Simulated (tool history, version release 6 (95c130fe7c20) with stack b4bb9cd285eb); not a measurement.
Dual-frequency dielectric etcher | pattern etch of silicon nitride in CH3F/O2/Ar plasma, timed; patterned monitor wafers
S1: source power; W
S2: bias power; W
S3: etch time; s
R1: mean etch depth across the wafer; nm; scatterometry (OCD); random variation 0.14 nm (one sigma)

run,hour,S1,S2,S3,R1
1,0,340,62,57,32.993
2,1.6,340,66,57,33.862
3,6.2,340,66,53,31.476
4,10.6,330,66,53,30.866
5,16.7,320,66,53,30.716
6,21.4,340,66,53,31.676

The next listed run, before its measurement:
7,28.9,330,66,53,?

Run 7 gave R1 31.182 nm.
